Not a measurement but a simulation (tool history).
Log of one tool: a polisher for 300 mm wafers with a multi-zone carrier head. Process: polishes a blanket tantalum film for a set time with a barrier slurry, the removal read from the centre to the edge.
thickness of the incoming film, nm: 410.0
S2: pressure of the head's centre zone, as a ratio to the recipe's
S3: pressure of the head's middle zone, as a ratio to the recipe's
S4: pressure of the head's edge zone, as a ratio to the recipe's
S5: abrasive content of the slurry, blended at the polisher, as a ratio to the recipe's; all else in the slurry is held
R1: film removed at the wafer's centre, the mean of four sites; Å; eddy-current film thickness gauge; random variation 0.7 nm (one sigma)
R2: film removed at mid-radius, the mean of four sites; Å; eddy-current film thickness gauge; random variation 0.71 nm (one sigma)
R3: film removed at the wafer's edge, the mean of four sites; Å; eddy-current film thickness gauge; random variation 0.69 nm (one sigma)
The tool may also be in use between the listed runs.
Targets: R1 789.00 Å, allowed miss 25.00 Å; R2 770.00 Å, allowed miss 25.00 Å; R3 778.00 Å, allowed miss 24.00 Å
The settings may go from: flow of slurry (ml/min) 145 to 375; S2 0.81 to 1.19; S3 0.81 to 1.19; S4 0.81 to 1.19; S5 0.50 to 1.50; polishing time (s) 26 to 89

{"run": 1, "day": 0.0, "flow of slurry (ml/min)": 240, "S2": 1.0, "S3": 1.0, "S4": 1.0, "S5": 1.0, "polishing time (s)": 57, "R1": 929.42, "R2": 923.99, "R3": 917.04}
{"run": 2, "day": 0.362, "flow of slurry (ml/min)": 240, "S2": 1.0, "S3": 1.0, "S4": 1.0, "S5": 1.2, "polishing time (s)": 57, "R1": 990.73, "R2": 972.7, "R3": 972.32}
{"run": 3, "day": 0.388, "flow of slurry (ml/min)": 240, "S2": 1.0, "S3": 1.0, "S4": 1.0, "S5": 1.1, "polishing time (s)": 57, "R1": 975.61, "R2": 954.83, "R3": 949.25}
{"run": 4, "day": 0.512, "flow of slurry (ml/min)": 235, "S2": 0.98, "S3": 0.97, "S4": 0.97, "S5": 1.0, "polishing time (s)": 57, "R1": 914.57, "R2": 898.7, "R3": 919.18}
{"run": 5, "day": 0.758, "flow of slurry (ml/min)": 230, "S2": 0.98, "S3": 0.97, "S4": 0.95, "S5": 0.9, "polishing time (s)": 57, "R1": 866.6, "R2": 858.72, "R3": 856.18}
{"run": 6, "day": 0.917, "flow of slurry (ml/min)": 230, "S2": 1.04, "S3": 0.97, "S4": 0.95, "S5": 0.9, "polishing time (s)": 57, "R1": 928.37, "R2": 847.07, "R3": 854.89}
{"run": 7, "day": 1.15, "flow of slurry (ml/min)": 220, "S2": 1.02, "S3": 0.96, "S4": 0.93, "S5": 0.85, "polishing time (s)": 57, "R1": 876.18, "R2": 829.47, "R3": 825.62}
{"run": 8, "day": 1.333, "flow of slurry (ml/min)": 210, "S2": 1.01, "S3": 0.95, "S4": 0.92, "S5": 0.85, "polishing time (s)": 57, "R1": 860.05, "R2": 805.62, "R3": 819.24}
{"run": 9, "day": 1.638, "flow of slurry (ml/min)": 200, "S2": 1.0, "S3": 0.95, "S4": 0.91, "S5": 0.85, "polishing time (s)": 57, "R1": 850.94, "R2": 816.19, "R3": 830.07}

Which of these 5 next moves meets every target?
{"run": "A", "day": 1.942, "flow of slurry (ml/min)": 175, "S2": 0.96, "S3": 0.92, "S4": 0.86, "S5": 1.15, "polishing time (s)": 49, "R1": "?", "R2": "?", "R3": "?"}
{"run": "B", "day": 1.942, "flow of slurry (ml/min)": 210, "S2": 1.1, "S3": 0.96, "S4": 1.17, "S5": 0.7, "polishing time (s)": 60, "R1": "?", "R2": "?", "R3": "?"}
{"run": "C", "day": 1.942, "flow of slurry (ml/min)": 260, "S2": 1.0, "S3": 1.11, "S4": 0.81, "S5": 0.8, "polishing time (s)": 53, "R1": "?", "R2": "?", "R3": "?"}
{"run": "D", "day": 1.942, "flow of slurry (ml/min)": 235, "S2": 1.07, "S3": 0.84, "S4": 0.94, "S5": 0.7, "polishing time (s)": 65, "R1": "?", "R2": "?", "R3": "?"}
{"run": "E", "day": 1.942, "flow of slurry (ml/min)": 215, "S2": 1.01, "S3": 1.14, "S4": 0.81, "S5": 0.9, "polishing time (s)": 50, "R1": "?", "R2": "?", "R3": "?"}

move=A R1=764.04 R2=757.65 R3=762.40
move=B R1=874.70 R2=776.05 R3=836.59
move=C R1=775.87 R2=838.05 R3=717.20
move=D R1=932.22 R2=776.56 R3=848.87
move=E R1=767.03 R2=837.75 R3=706.14
A: meets every target
B: further off than the last run
C: brings the result that was furthest off to its target, and leaves another outside
D: further off than the last run
E: brings the result that was furthest off to its target, and leaves another outside
Move A is the one to make.
